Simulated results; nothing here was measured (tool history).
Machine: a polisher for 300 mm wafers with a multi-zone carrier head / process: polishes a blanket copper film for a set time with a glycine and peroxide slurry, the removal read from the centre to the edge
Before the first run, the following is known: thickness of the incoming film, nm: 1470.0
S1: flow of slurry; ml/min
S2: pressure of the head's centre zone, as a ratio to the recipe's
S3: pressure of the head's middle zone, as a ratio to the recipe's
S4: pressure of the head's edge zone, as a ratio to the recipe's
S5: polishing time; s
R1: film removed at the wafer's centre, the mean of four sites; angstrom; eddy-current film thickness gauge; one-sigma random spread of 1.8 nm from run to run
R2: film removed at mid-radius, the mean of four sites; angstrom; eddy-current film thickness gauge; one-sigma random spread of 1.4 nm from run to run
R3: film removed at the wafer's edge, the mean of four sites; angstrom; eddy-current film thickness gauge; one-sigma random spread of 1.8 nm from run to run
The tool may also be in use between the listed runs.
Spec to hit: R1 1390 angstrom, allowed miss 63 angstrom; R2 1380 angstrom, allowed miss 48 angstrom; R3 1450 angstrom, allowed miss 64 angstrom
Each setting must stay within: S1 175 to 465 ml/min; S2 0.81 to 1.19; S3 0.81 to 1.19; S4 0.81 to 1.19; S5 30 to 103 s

run	hour	S1	S2	S3	S4	S5	R1	R2	R3
1	0	295	1	1	1	66	2339	2349.5	2378.6
2	7.2	295	1	0.96	1	66	2355.8	2244.9	2346.6
3	13.1	295	1	0.88	1	66	2296.8	2086.2	2380.9
4	20.8	295	0.98	0.88	0.97	59	2047	1881.2	2097.3
5	24.5	295	0.98	0.81	0.97	59	2024.7	1721.6	2158.3
6	26	295	0.96	0.83	0.95	54	1837.9	1618.7	1907.7
7	27.7	295	0.93	0.83	0.93	52	1655.6	1585.4	1847.7
8	29.4	295	0.93	0.84	0.91	49	1614	1469.7	1753.3
9	32.1	295	0.93	0.87	0.89	47	1556.9	1461.5	1664.7
10	38.5	295	0.93	0.89	0.87	46	1506.4	1468.4	1595.7
11	47.2	295	0.93	0.89	0.86	45	1471.3	1418.3	1586.3
12	48.2	295	0.93	0.9	0.85	44	1425.2	1417.7	1496.1

4 candidate next runs follow, results not yet known. Just one meets every target within its allowed miss. Identify it.
A	49.2	295	0.95	1.06	0.81	41	?	?	?
B	49.2	305	0.95	0.82	0.89	45	?	?	?
C	49.2	305	0.93	0.97	0.81	43	?	?	?
D	49.2	305	0.98	0.97	0.98	40	?	?	?

move	R1	R2	R3
A	1413.4	1512.1	1395.4
B	1554.6	1344.1	1585.6
C	1455.5	1476.4	1469.1
D	1427.4	1372.8	1451.6
A: misses by more than the last run did
B: brings the result that was furthest off to its target, and leaves another outside
C: misses by more than the last run did
D: every result within its allowed miss
Go with D: it meets all targets.
